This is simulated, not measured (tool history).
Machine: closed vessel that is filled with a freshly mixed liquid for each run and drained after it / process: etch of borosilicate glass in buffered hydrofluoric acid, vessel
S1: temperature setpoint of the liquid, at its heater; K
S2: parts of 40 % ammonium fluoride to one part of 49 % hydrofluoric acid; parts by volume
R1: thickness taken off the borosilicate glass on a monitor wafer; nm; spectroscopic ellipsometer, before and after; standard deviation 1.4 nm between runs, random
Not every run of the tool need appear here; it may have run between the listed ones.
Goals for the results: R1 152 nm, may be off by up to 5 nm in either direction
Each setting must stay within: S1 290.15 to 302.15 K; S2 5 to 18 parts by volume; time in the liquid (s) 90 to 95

run 1 day=0 | S1=294.15 S2=11 time_in_the_liquid_(s)=90 | R1=90.6
run 2 day=0.05 | S1=295.15 S2=11 time_in_the_liquid_(s)=90 | R1=97.383
run 3 day=0.162 | S1=295.15 S2=8.5 time_in_the_liquid_(s)=90 | R1=120.2
run 4 day=0.333 | S1=291.65 S2=8.5 time_in_the_liquid_(s)=90 | R1=100.56
run 5 day=0.45 | S1=291.65 S2=8.5 time_in_the_liquid_(s)=90 | R1=100.85
run 6 day=0.538 | S1=292.65 S2=8.5 time_in_the_liquid_(s)=90 | R1=106.1
run 7 day=0.921 | S1=293.65 S2=8.5 time_in_the_liquid_(s)=90 | R1=112.29
run 8 day=1.25 | S1=294.15 S2=8.5 time_in_the_liquid_(s)=90 | R1=113.11
run 9 day=1.325 | S1=295.15 S2=8.5 time_in_the_liquid_(s)=90 | R1=121.33
run 10 day=1.708 | S1=295.65 S2=8.5 time_in_the_liquid_(s)=90 | R1=122.89
run 11 day=1.917 | S1=296.15 S2=8.5 time_in_the_liquid_(s)=90 | R1=127.58
run 12 day=1.954 | S1=296.65 S2=8.5 time_in_the_liquid_(s)=90 | R1=130.54
run 13 day=2.212 | S1=297.15 S2=8.5 time_in_the_liquid_(s)=90 | R1=134.8
-- day=2.429 thermometer replaced
run 14 day=2.429 | S1=297.65 S2=8.5 time_in_the_liquid_(s)=90 | R1=121.43
run 15 day=2.729 | S1=299.15 S2=5.5 time_in_the_liquid_(s)=90 | R1=203.51
run 16 day=3.05 | S1=298.15 S2=5.5 time_in_the_liquid_(s)=90 | R1=193.05

Which single option among these 5 for the next run brings every result within its allowed miss of target? Just one does.
run A day=3.371 | S1=296.65 S2=6 time_in_the_liquid_(s)=90 | R1=?
run B day=3.371 | S1=297.65 S2=7.5 time_in_the_liquid_(s)=90 | R1=?
run C day=3.371 | S1=300.65 S2=8 time_in_the_liquid_(s)=90 | R1=?
run D day=3.371 | S1=295.65 S2=5.5 time_in_the_liquid_(s)=90 | R1=?
run E day=3.371 | S1=298.15 S2=7.5 time_in_the_liquid_(s)=90 | R1=?

move=A R1=165.35
move=B R1=140.72
move=C R1=153.51
move=D R1=169.37
move=E R1=144.51
A: better than the last run, though not everything is in spec
B: takes the biggest miss from the last run beyond its target
C: each result inside its tolerance
D: better than the last run, though not everything is in spec
E: takes the biggest miss from the last run beyond its target
Answer: C
